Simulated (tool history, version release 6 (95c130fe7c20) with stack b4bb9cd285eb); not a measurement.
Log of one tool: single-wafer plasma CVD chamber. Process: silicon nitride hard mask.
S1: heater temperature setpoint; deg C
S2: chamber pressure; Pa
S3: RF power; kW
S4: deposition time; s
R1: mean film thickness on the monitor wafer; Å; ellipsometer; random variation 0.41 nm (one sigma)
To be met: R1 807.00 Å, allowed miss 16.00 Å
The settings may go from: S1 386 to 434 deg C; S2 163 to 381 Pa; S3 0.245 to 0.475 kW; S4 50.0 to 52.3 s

run	hour	S1	S2	S3	S4	R1
1	0.0	410	272	0.360	52.3	698.18
2	3.9	410	295	0.370	52.3	731.46
3	12.9	410	295	0.400	52.3	766.71
4	16.6	410	295	0.375	52.3	741.64
5	19.3	410	256	0.375	52.3	702.12
6	25.3	410	280	0.380	52.3	739.28
7	33.9	410	296	0.385	52.3	752.69
8	40.6	410	308	0.390	52.3	770.76

Which of these 4 next moves meets every target?
A	47.3	402	259	0.455	50.0	?
B	47.3	418	325	0.390	50.8	?
C	47.3	414	275	0.410	52.3	?
D	47.3	411	312	0.410	52.3	?

move	R1
A	764.08
B	758.42
C	763.23
D	799.07
A: further off than the last run
B: further off than the last run
C: further off than the last run
D: meets every target
Answer: D
